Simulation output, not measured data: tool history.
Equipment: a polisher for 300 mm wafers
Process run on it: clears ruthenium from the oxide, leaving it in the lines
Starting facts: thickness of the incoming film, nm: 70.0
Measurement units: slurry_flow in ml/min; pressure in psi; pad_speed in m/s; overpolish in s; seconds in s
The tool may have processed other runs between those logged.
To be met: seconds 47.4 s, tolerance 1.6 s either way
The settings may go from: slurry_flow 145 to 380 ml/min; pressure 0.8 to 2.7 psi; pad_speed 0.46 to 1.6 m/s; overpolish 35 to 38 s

{"run": 1, "hour": 0.0, "slurry_flow": 245, "pressure": 1.7, "pad_speed": 1.02, "overpolish": 35, "seconds": 81.893}
{"run": 2, "hour": 1.0, "slurry_flow": 245, "pressure": 2, "pad_speed": 1.02, "overpolish": 35, "seconds": 68.83}
{"run": 3, "hour": 2.9, "slurry_flow": 245, "pressure": 2, "pad_speed": 0.88, "overpolish": 35, "seconds": 77.804}
{"run": 4, "hour": 3.8, "slurry_flow": 245, "pressure": 2, "pad_speed": 0.88, "overpolish": 38, "seconds": 77.854}
{"hour": 6.2, "done": "head pressure recalibrated"}
{"run": 5, "hour": 6.2, "slurry_flow": 205, "pressure": 2, "pad_speed": 0.88, "overpolish": 38, "seconds": 73.186}
{"run": 6, "hour": 11.6, "slurry_flow": 205, "pressure": 1.7, "pad_speed": 0.88, "overpolish": 38, "seconds": 84.655}
{"run": 7, "hour": 15.6, "slurry_flow": 190, "pressure": 2, "pad_speed": 0.9, "overpolish": 38, "seconds": 71.313}
{"run": 8, "hour": 24.1, "slurry_flow": 180, "pressure": 2.2, "pad_speed": 0.9, "overpolish": 38, "seconds": 65.765}
{"run": 9, "hour": 32.8, "slurry_flow": 175, "pressure": 2.4, "pad_speed": 0.94, "overpolish": 38, "seconds": 58.913}
{"run": 10, "hour": 40.4, "slurry_flow": 170, "pressure": 2.5, "pad_speed": 0.98, "overpolish": 38, "seconds": 55.661}
{"run": 11, "hour": 44.7, "slurry_flow": 165, "pressure": 2.6, "pad_speed": 1.02, "overpolish": 38, "seconds": 51.512}

Exercise: of the 5 proposed moves below, exactly one satisfies all targets within the stated allowed misses. Which move is it?
{"run": "A", "hour": 49.0, "slurry_flow": 150, "pressure": 2.6, "pad_speed": 0.96, "overpolish": 35, "seconds": "?"}
{"run": "B", "hour": 49.0, "slurry_flow": 190, "pressure": 2.7, "pad_speed": 0.94, "overpolish": 37, "seconds": "?"}
{"run": "C", "hour": 49.0, "slurry_flow": 150, "pressure": 2.7, "pad_speed": 1.08, "overpolish": 36, "seconds": "?"}
{"run": "D", "hour": 49.0, "slurry_flow": 240, "pressure": 2.2, "pad_speed": 1.04, "overpolish": 38, "seconds": "?"}
{"run": "E", "hour": 49.0, "slurry_flow": 150, "pressure": 2.1, "pad_speed": 1.36, "overpolish": 38, "seconds": "?"}

move=A seconds=55.826
move=B seconds=52.465
move=C seconds=48.902
move=D seconds=57.248
move=E seconds=51.58
A: lands further from the targets than the last run did
B: lands further from the targets than the last run did
C: all results land within tolerance of their targets
D: lands further from the targets than the last run did
E: about as far from the targets as the last run
Correct choice: C, which meets every target

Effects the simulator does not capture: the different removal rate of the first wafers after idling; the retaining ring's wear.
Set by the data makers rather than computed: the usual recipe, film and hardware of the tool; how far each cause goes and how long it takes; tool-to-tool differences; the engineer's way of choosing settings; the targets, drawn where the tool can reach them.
